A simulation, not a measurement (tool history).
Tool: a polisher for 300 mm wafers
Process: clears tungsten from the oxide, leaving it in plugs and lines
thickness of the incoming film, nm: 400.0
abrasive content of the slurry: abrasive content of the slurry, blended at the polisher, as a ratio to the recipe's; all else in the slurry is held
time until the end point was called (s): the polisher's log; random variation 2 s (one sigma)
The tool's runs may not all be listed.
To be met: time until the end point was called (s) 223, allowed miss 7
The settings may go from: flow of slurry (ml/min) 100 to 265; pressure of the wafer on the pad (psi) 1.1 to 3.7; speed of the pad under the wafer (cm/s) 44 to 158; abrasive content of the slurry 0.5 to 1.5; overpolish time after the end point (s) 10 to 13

run,hour,flow of slurry (ml/min),pressure of the wafer on the pad (psi),speed of the pad under the wafer (cm/s),abrasive content of the slurry,overpolish time after the end point (s),time until the end point was called (s)
1,0,170,2.4,100,1,13,157.71
2,1.6,170,2.4,100,0.9,13,163.01
3,5.9,170,2.4,112,0.9,13,149.15
4,10.4,170,2.4,138,0.9,13,118.06
5,18.1,170,2.4,138,0.9,10,119.46
6,26,170,2.4,138,1.1,10,109.42
7,28.7,165,2,134,1.1,10,135.83
8,31.8,145,1.4,122,1.1,10,212.26
9,37.9,125,1.3,122,1.1,10,235.86

Which of these 4 next moves meets every target?
A,44,125,1.2,136,0.85,10,?
B,44,105,1.2,134,1.05,10,?
C,44,175,1.3,110,1.4,12,?
D,44,135,1.5,106,1.05,10,?

move,time until the end point was called (s)
A,249.58
B,247.12
C,227.71
D,239.18
A: further off than the last run
B: further off than the last run
C: meets every target
D: further off than the last run
Answer: C
